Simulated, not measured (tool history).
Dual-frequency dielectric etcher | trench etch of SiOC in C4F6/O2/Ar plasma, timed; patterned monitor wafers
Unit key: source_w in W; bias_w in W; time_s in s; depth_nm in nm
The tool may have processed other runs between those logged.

Run 1, hour 0: source_w 310 W, bias_w 193 W, time_s 22 s. Result: depth_nm 42.4 nm.
Run 2, hour 4.1: source_w 310 W, bias_w 193 W, time_s 23.5 s. Result: depth_nm 45.05 nm.
Run 3, hour 11.3: source_w 260 W, bias_w 193 W, time_s 23.5 s. Result: depth_nm 41.493 nm.
Run 4, hour 20: source_w 270 W, bias_w 194 W, time_s 23.5 s. Result: depth_nm 42.03 nm.
Run 5, hour 23.2: source_w 270 W, bias_w 194 W, time_s 22 s. Result: depth_nm 39.664 nm.
Run 6, hour 24.5: source_w 300 W, bias_w 194 W, time_s 22 s. Result: depth_nm 41.381 nm.
Run 7, hour 30.1: source_w 310 W, bias_w 195 W, time_s 22 s. Result: depth_nm 41.96 nm.
Run 8, hour 34.4: source_w 320 W, bias_w 196 W, time_s 22 s. Result: depth_nm 42.767 nm.

What will run 9 give?
Run 9, hour 42.2: source_w 330 W, bias_w 197 W, time_s 22 s. Result: depth_nm ?.

{"run 9": {"depth_nm": 43.164}}

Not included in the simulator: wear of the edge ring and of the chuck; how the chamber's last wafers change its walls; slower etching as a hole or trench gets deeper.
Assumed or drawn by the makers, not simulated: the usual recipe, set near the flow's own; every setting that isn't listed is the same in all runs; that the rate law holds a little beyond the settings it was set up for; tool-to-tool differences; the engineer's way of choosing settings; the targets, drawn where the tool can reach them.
